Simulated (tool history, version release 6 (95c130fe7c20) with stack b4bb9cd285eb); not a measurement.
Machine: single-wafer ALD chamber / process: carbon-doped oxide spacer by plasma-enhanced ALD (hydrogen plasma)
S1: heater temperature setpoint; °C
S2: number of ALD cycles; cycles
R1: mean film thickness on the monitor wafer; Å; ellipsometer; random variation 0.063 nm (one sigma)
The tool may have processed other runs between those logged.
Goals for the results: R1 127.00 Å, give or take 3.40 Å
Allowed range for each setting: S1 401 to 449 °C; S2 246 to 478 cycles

{"run": 1, "hour": 0.0, "S1": 425, "S2": 362, "R1": 162.92}
{"run": 2, "hour": 1.5, "S1": 421, "S2": 362, "R1": 165.23}
{"run": 3, "hour": 8.0, "S1": 423, "S2": 350, "R1": 159.34}
{"run": 4, "hour": 10.7, "S1": 415, "S2": 350, "R1": 162.45}
{"run": 5, "hour": 12.9, "S1": 415, "S2": 397, "R1": 181.92}
{"run": 6, "hour": 14.8, "S1": 407, "S2": 397, "R1": 188.3}
{"run": 7, "hour": 20.9, "S1": 410, "S2": 377, "R1": 177.18}
{"run": 8, "hour": 27.7, "S1": 412, "S2": 360, "R1": 167.12}
{"run": 9, "hour": 31.4, "S1": 413, "S2": 346, "R1": 161.03}
{"run": 10, "hour": 33.7, "S1": 414, "S2": 334, "R1": 154.56}
{"run": 11, "hour": 42.2, "S1": 415, "S2": 324, "R1": 149.86}
{"run": 12, "hour": 47.1, "S1": 416, "S2": 316, "R1": 145.97}
{"run": 13, "hour": 50.6, "S1": 417, "S2": 309, "R1": 141.45}

Pick the move, out of 4, that brings all results within their allowed miss; only one does.
{"run": "A", "hour": 54.1, "S1": 422, "S2": 359, "R1": "?"}
{"run": "B", "hour": 54.1, "S1": 413, "S2": 334, "R1": "?"}
{"run": "C", "hour": 54.1, "S1": 420, "S2": 305, "R1": "?"}
{"run": "D", "hour": 54.1, "S1": 410, "S2": 272, "R1": "?"}

move=A R1=162.54
move=B R1=155.07
move=C R1=138.87
move=D R1=127.33
A: moves away from the targets compared with the last run
B: moves away from the targets compared with the last run
C: nearer than the last run, and not there yet
D: meets every target
The move that meets every target is D.

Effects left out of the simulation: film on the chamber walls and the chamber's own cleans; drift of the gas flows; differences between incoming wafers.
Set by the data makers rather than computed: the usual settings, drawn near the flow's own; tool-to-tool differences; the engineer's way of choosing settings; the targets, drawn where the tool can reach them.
